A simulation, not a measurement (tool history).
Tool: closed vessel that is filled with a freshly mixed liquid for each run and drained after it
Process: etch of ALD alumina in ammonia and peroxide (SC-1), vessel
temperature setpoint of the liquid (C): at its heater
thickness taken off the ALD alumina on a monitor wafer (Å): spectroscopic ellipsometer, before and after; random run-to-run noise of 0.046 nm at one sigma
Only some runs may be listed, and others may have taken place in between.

| run | hour | temperature setpoint of the liquid (C) | parts of 29 % ammonia solution to one part of 30 % peroxide (parts by volume) | time in the liquid (s) | thickness taken off the ALD alumina on a monitor wafer (Å) |
|---|---|---|---|---|---|
| 1 | 0.0 | 51.0 | 0.6 | 215 | 109.620 |
| 2 | 3.0 | 51.0 | 0.6 | 215 | 110.320 |
| 3 | 3.7 | 51.0 | 0.7 | 215 | 110.920 |
| 4 | 11.8 | 49.5 | 0.7 | 215 | 102.530 |
| 5 | 14.0 | 48.5 | 0.7 | 215 | 96.629 |
| 6 | 16.6 | 47.5 | 0.7 | 215 | 91.005 |
| 7 | 19.5 | 46.5 | 0.7 | 215 | 87.552 |
| 8 | 20.7 | 45.5 | 0.7 | 215 | 81.038 |

What will run 9 give?
| 9 | 27.6 | 45.0 | 0.7 | 215 | ? |

Run 9 measured thickness taken off the ALD alumina on a monitor wafer (Å) 78.562.

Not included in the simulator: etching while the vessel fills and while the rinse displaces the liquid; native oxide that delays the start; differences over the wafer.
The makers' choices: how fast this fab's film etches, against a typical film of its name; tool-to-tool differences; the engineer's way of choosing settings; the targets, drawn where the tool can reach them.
